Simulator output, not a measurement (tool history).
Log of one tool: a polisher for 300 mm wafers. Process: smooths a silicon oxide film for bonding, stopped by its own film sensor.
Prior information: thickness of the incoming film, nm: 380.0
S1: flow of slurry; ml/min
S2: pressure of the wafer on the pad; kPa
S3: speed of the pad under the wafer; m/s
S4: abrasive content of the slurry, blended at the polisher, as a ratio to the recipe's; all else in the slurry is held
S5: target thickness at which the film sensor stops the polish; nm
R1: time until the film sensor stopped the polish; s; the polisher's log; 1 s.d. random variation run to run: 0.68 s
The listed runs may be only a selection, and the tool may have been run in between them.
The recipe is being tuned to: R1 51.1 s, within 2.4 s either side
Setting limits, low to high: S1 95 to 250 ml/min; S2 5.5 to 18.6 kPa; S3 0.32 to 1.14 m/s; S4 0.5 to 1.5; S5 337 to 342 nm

run	hour	S1	S2	S3	S4	S5	R1
1	0	160	11.7	0.72	1	337	76.935
2	3.3	160	11.7	0.88	1	337	66.838
3	4.8	160	9.7	0.88	1	337	83.117
4	12.1	160	9.7	0.74	1	337	89.966
5	20.2	160	9.7	0.58	1	337	101.17
6	27.7	160	11	0.58	1	337	93.323
7	33.2	160	11.7	0.58	1	337	87.581
8	41.2	165	15.2	0.62	1	337	63.702
9	46	165	16.5	0.64	1	337	57.815

Pick the move, out of 5, that brings all results within their allowed miss; only one does.
A	50.8	150	17.2	0.84	0.85	341	?
B	50.8	155	18.6	0.76	0.95	340	?
C	50.8	175	17.9	0.68	1	342	?
D	50.8	160	15.2	0.7	0.85	340	?
E	50.8	155	16.5	0.7	0.95	338	?

move	R1
A	50.956
B	46.738
C	46.54
D	64.927
E	57.549
A: all results in spec
B: pushes the last run's worst result past its target
C: pushes the last run's worst result past its target
D: further off than the last run
E: as far off as the last run
A is the move that brings every result within its allowed miss.
